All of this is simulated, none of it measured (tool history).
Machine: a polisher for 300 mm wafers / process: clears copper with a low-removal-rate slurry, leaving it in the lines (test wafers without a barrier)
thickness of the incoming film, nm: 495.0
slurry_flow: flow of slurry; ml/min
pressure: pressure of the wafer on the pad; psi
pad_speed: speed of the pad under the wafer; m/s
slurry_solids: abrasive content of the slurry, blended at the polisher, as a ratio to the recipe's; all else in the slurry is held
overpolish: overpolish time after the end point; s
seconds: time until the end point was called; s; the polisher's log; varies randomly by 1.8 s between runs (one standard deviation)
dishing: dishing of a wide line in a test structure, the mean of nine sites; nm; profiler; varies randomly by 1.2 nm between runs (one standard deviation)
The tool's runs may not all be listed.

run,hour,slurry_flow,pressure,pad_speed,slurry_solids,overpolish,seconds,dishing
1,0.0,210,3.3,1.30,1.0,28,127.51,67.596
2,3.8,205,3.0,1.30,1.0,29,135.72,67.592
3,6.7,205,3.0,1.30,1.1,29,134.58,65.772
4,12.0,205,2.7,1.30,1.1,30,149.58,63.037
5,13.1,205,2.7,1.30,1.1,20,151.22,45.548
6,18.7,200,2.5,1.30,1.1,23,160.84,47.641
7,20.2,195,2.4,1.30,1.1,25,168.95,49.020

What will run 8 give?
8,28.3,185,2.4,1.30,1.1,27,?,?

seconds: 170.57 s
dishing: 52.455 nm
